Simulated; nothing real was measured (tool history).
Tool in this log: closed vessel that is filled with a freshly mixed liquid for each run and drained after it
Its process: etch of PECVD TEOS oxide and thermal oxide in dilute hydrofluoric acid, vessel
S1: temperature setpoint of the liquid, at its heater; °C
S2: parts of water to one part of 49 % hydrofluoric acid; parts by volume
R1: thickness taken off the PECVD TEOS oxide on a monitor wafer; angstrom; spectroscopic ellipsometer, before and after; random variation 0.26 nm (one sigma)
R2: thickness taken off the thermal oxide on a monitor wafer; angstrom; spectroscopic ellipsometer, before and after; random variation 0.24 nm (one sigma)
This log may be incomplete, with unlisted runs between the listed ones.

{"run": 1, "day": 0.0, "S1": 24, "S2": 90, "time in the liquid (s)": 330, "R1": 397.42, "R2": 157.99}
{"run": 2, "day": 0.121, "S1": 20.5, "S2": 90, "time in the liquid (s)": 330, "R1": 346.98, "R2": 139.01}
{"run": 3, "day": 0.446, "S1": 23.5, "S2": 90, "time in the liquid (s)": 330, "R1": 391.77, "R2": 159.24}
{"run": 4, "day": 0.562, "S1": 23.5, "S2": 120, "time in the liquid (s)": 330, "R1": 283.36, "R2": 112.92}
{"run": 5, "day": 0.712, "S1": 23.5, "S2": 120, "time in the liquid (s)": 405, "R1": 345.28, "R2": 139.38}
{"run": 6, "day": 0.942, "S1": 25, "S2": 115, "time in the liquid (s)": 405, "R1": 386.47, "R2": 157.3}
{"run": 7, "day": 1.171, "S1": 26, "S2": 110, "time in the liquid (s)": 405, "R1": 420.95, "R2": 165.54}
{"run": 8, "day": 1.462, "S1": 26.5, "S2": 105, "time in the liquid (s)": 405, "R1": 453.9, "R2": 181.6}
{"day": 1.667, "done": "hydrofluoric acid flow meter replaced"}
{"run": 9, "day": 1.667, "S1": 27.5, "S2": 100, "time in the liquid (s)": 405, "R1": 529.37, "R2": 211.37}
{"run": 10, "day": 1.9, "S1": 28, "S2": 100, "time in the liquid (s)": 405, "R1": 534.37, "R2": 214.37}
{"run": 11, "day": 1.946, "S1": 28.5, "S2": 100, "time in the liquid (s)": 405, "R1": 545.71, "R2": 219.22}
{"run": 12, "day": 2.317, "S1": 29, "S2": 100, "time in the liquid (s)": 405, "R1": 556.8, "R2": 226.66}
{"run": 13, "day": 2.688, "S1": 29.5, "S2": 100, "time in the liquid (s)": 405, "R1": 568.89, "R2": 228.2}

For run 14, what comes out?
{"run": 14, "day": 2.729, "S1": 30, "S2": 100, "time in the liquid (s)": 405, "R1": "?", "R2": "?"}

Run 14 came out at R1 580.49 angstrom, R2 232.18 angstrom.
